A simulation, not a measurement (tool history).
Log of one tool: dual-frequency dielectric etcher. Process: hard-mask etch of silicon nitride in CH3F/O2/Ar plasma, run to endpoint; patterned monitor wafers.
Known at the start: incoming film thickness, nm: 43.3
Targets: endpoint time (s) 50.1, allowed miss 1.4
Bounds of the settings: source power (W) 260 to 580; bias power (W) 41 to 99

{"run": 1, "hour": 0.0, "source power (W)": 420, "bias power (W)": 70, "endpoint time (s)": 58.826}
{"run": 2, "hour": 5.0, "source power (W)": 440, "bias power (W)": 72, "endpoint time (s)": 56.679}
{"run": 3, "hour": 13.9, "source power (W)": 440, "bias power (W)": 67, "endpoint time (s)": 59.026}
{"run": 4, "hour": 18.0, "source power (W)": 440, "bias power (W)": 62, "endpoint time (s)": 61.508}
{"run": 5, "hour": 24.4, "source power (W)": 510, "bias power (W)": 62, "endpoint time (s)": 58.299}
{"run": 6, "hour": 33.2, "source power (W)": 520, "bias power (W)": 65, "endpoint time (s)": 56.623}
{"run": 7, "hour": 39.7, "source power (W)": 530, "bias power (W)": 67, "endpoint time (s)": 55.869}
{"run": 8, "hour": 48.2, "source power (W)": 540, "bias power (W)": 70, "endpoint time (s)": 54.112}
{"run": 9, "hour": 52.4, "source power (W)": 550, "bias power (W)": 72, "endpoint time (s)": 53.177}

Which of these 4 next moves meets every target?
{"run": "A", "hour": 56.6, "source power (W)": 580, "bias power (W)": 78, "endpoint time (s)": "?"}
{"run": "B", "hour": 56.6, "source power (W)": 500, "bias power (W)": 71, "endpoint time (s)": "?"}
{"run": "C", "hour": 56.6, "source power (W)": 490, "bias power (W)": 75, "endpoint time (s)": "?"}
{"run": "D", "hour": 56.6, "source power (W)": 550, "bias power (W)": 64, "endpoint time (s)": "?"}

move=A endpoint_time_(s)=50.072
move=B endpoint_time_(s)=54.995
move=C endpoint_time_(s)=54.04
move=D endpoint_time_(s)=55.702
A: meets every target
B: further off than the last run
C: further off than the last run
D: further off than the last run
Answer: A
